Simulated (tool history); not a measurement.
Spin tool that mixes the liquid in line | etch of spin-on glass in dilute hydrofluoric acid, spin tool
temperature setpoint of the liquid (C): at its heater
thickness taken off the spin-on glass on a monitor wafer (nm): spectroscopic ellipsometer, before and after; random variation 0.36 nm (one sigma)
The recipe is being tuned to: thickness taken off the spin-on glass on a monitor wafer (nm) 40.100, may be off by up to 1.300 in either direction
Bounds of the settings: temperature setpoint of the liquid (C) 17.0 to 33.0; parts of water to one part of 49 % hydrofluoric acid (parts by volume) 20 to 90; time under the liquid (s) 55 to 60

run,hour,temperature setpoint of the liquid (C),parts of water to one part of 49 % hydrofluoric acid (parts by volume),time under the liquid (s),thickness taken off the spin-on glass on a monitor wafer (nm)
1,0.0,25.0,50,55,70.992
2,3.4,25.0,40,55,90.164
3,4.3,27.0,40,55,98.981
4,9.8,28.5,40,55,104.290
5,12.1,28.5,55,55,73.848
6,18.5,25.5,55,55,66.051
7,21.5,23.5,55,55,60.221
8,24.3,22.0,55,55,57.461
9,27.8,20.5,55,55,53.541
10,28.9,19.5,55,55,51.346
11,35.4,19.0,55,55,50.925
12,38.8,18.5,55,55,49.006
13,43.2,18.0,55,55,48.203
14,52.0,17.5,55,55,47.037
15,58.1,17.0,60,55,41.928
16,63.5,17.0,65,55,38.234

Which one of the following 5 next-run settings gets every result inside its allowed miss? There is exactly one.
A,68.9,18.5,70,55,?
B,68.9,17.0,70,55,?
C,68.9,19.5,75,55,?
D,68.9,17.5,70,60,?
E,68.9,17.5,75,60,?

move,thickness taken off the spin-on glass on a monitor wafer (nm)
A,38.081
B,35.719
C,36.863
D,39.810
E,36.953
A: further off than the last run
B: further off than the last run
C: further off than the last run
D: each result inside its tolerance
E: further off than the last run
Go with D: it meets all targets.
